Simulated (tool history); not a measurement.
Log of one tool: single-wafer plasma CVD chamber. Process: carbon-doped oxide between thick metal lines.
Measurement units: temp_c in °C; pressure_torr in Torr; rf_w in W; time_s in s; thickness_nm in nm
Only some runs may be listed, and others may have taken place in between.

run,hour,temp_c,pressure_torr,rf_w,time_s,thickness_nm
1,0.0,360,4.33,490,147,706.25
2,5.7,360,4.97,490,147,716.54
3,13.8,362,4.88,450,145,661.59
4,14.7,363,4.83,425,144,623.11
5,17.9,373,4.83,425,144,607.74
6,19.6,374,4.78,410,144,584.21

What does the tool deliver on the next run?
7,23.5,375,4.72,405,144,?

{"run 7": {"thickness_nm": 571.94}}

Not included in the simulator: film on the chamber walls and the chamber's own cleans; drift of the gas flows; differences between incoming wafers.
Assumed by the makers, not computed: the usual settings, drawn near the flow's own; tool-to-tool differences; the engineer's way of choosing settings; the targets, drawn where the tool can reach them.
